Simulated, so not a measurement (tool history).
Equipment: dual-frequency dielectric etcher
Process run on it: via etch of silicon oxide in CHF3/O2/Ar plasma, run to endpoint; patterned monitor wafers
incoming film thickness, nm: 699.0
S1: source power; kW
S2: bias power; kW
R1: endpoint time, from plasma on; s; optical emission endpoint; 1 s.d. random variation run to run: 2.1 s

run,hour,S1,S2,R1
1,0.0,0.860,0.224,317.81
2,1.0,0.860,0.199,331.19
3,8.6,0.790,0.199,339.80
4,13.7,0.920,0.199,327.52
5,16.3,0.950,0.207,316.15
6,17.1,0.980,0.210,313.01
7,25.5,1.010,0.214,309.55
8,27.3,1.030,0.219,301.54
9,35.7,1.050,0.221,302.37

Run 10, settings as shown, results not yet in. Your forecast:
10,40.5,1.070,0.224,?

{"run 10": {"R1": 295.86}}
